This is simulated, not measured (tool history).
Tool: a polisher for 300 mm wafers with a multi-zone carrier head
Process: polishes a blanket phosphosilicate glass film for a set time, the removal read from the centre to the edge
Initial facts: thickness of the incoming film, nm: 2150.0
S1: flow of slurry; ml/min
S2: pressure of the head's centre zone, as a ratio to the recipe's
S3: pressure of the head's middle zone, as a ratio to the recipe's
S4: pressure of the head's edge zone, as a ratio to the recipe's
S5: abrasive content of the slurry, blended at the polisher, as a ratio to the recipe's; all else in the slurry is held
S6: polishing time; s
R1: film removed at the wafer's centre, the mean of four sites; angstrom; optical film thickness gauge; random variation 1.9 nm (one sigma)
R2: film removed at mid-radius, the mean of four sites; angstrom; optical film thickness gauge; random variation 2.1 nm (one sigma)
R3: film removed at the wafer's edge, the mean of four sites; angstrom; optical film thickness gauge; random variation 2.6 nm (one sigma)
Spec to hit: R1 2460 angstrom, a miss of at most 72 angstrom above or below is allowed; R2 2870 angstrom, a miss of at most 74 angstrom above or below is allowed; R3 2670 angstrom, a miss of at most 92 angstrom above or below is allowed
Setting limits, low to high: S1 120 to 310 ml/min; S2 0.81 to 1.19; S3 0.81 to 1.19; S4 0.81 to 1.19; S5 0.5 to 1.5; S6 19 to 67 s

run 1 hour=0 | S1=200 S2=1 S3=1 S4=1 S5=1 S6=43 | R1=4951.8 R2=5212.3 R3=5068.6
run 2 hour=1.1 | S1=200 S2=1 S3=1 S4=1 S5=1 S6=49 | R1=5655.8 R2=5892 R3=5647
run 3 hour=4.2 | S1=195 S2=0.98 S3=1 S4=0.97 S5=0.9 S6=45 | R1=4846.5 R2=5113 R3=4834
run 4 hour=4.7 | S1=195 S2=0.98 S3=1 S4=0.97 S5=1 S6=45 | R1=5067.2 R2=5374.7 R3=5159.4
run 5 hour=9 | S1=190 S2=0.95 S3=1 S4=0.95 S5=0.9 S6=42 | R1=4350.2 R2=4701.9 R3=4560
run 6 hour=17.1 | S1=190 S2=0.94 S3=1.01 S4=0.93 S5=0.85 S6=40 | R1=3998.5 R2=4381 R3=4040.6
run 7 hour=24.8 | S1=185 S2=0.92 S3=1 S4=0.92 S5=0.8 S6=39 | R1=3657.8 R2=4113.6 R3=3912.5
run 8 hour=29 | S1=185 S2=0.92 S3=1 S4=0.92 S5=0.8 S6=39 | R1=3583.5 R2=4106.8 R3=3827
run 9 hour=32.8 | S1=185 S2=0.91 S3=0.99 S4=0.9 S5=0.75 S6=38 | R1=3322.1 R2=3787 R3=3566.9
run 10 hour=39 | S1=195 S2=0.9 S3=0.98 S4=0.89 S5=0.7 S6=37 | R1=3105.9 R2=3552.7 R3=3352.6
run 11 hour=42.9 | S1=195 S2=0.89 S3=0.97 S4=0.88 S5=0.65 S6=37 | R1=2999.6 R2=3379.2 R3=3162.8
run 12 hour=47 | S1=195 S2=0.88 S3=0.96 S4=0.87 S5=0.6 S6=37 | R1=2770.3 R2=3105 R3=2995.4
run 13 hour=55.5 | S1=200 S2=0.87 S3=0.96 S4=0.86 S5=0.6 S6=37 | R1=2736.9 R2=3125.6 R3=2938
run 14 hour=63.3 | S1=205 S2=0.86 S3=0.95 S4=0.85 S5=0.6 S6=37 | R1=2738.9 R2=3143.2 R3=2993.7

Which of these 5 next moves meets every target?
run A hour=71.1 | S1=205 S2=1.01 S3=0.96 S4=0.86 S5=0.8 S6=28 | R1=? R2=? R3=?
run B hour=71.1 | S1=235 S2=1.07 S3=0.96 S4=0.81 S5=0.55 S6=34 | R1=? R2=? R3=?
run C hour=71.1 | S1=255 S2=0.92 S3=0.93 S4=0.81 S5=0.5 S6=37 | R1=? R2=? R3=?
run D hour=71.1 | S1=245 S2=1.01 S3=0.99 S4=0.81 S5=0.55 S6=38 | R1=? R2=? R3=?
run E hour=71.1 | S1=225 S2=0.85 S3=0.95 S4=0.81 S5=0.7 S6=30 | R1=? R2=? R3=?

move=A R1=2895.1 R2=2877.8 R3=2711.8
move=B R1=2956.9 R2=2766.7 R3=2537.4
move=C R1=2591.9 R2=2749.6 R3=2582.2
move=D R1=3137.2 R2=3191.1 R3=2846.1
move=E R1=2435.7 R2=2854.4 R3=2641.9
A: moves away from the targets compared with the last run
B: moves away from the targets compared with the last run
C: an improvement on the last run, though not all results are within tolerance
D: moves away from the targets compared with the last run
E: meets every target
The right move is E.
